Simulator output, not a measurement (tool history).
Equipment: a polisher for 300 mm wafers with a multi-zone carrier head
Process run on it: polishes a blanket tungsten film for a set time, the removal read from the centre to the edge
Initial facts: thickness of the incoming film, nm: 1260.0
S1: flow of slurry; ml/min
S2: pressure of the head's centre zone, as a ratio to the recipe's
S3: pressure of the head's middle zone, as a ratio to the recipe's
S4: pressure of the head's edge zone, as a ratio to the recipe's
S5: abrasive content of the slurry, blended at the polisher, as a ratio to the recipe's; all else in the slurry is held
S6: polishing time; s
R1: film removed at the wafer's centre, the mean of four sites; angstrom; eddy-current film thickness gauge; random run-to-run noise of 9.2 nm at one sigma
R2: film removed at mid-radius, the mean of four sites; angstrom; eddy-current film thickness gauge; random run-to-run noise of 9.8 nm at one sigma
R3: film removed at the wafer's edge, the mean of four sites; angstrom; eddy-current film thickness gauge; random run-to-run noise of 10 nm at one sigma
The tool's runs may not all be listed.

{"run": 1, "hour": 0.0, "S1": 310, "S2": 1.0, "S3": 1.0, "S4": 1.0, "S5": 1.0, "S6": 81, "R1": 5372.4, "R2": 5419.3, "R3": 5548.5}
{"run": 2, "hour": 4.8, "S1": 310, "S2": 1.0, "S3": 1.0, "S4": 1.02, "S5": 1.1, "S6": 83, "R1": 5532.4, "R2": 5545.7, "R3": 5931.8}
{"run": 3, "hour": 7.9, "S1": 310, "S2": 1.0, "S3": 0.92, "S4": 1.02, "S5": 1.1, "S6": 83, "R1": 5586.3, "R2": 5236.7, "R3": 5757.4}
{"run": 4, "hour": 15.7, "S1": 245, "S2": 1.0, "S3": 0.92, "S4": 1.02, "S5": 1.1, "S6": 83, "R1": 5462.0, "R2": 4886.8, "R3": 5669.1}
{"hour": 18.5, "done": "edge zone pressure recalibrated"}
{"run": 5, "hour": 18.5, "S1": 245, "S2": 1.0, "S3": 0.97, "S4": 1.02, "S5": 1.1, "S6": 83, "R1": 5408.2, "R2": 5245.0, "R3": 5498.0}
{"run": 6, "hour": 22.7, "S1": 245, "S2": 1.06, "S3": 0.97, "S4": 1.02, "S5": 1.1, "S6": 83, "R1": 5755.0, "R2": 5275.2, "R3": 5490.2}

For run 7, what comes out?
{"run": 7, "hour": 24.7, "S1": 240, "S2": 1.01, "S3": 0.98, "S4": 1.12, "S5": 1.35, "S6": 101, "R1": "?", "R2": "?", "R3": "?"}

{"run 7": {"R1": 6888.3, "R2": 6598.5, "R3": 7341.3}}
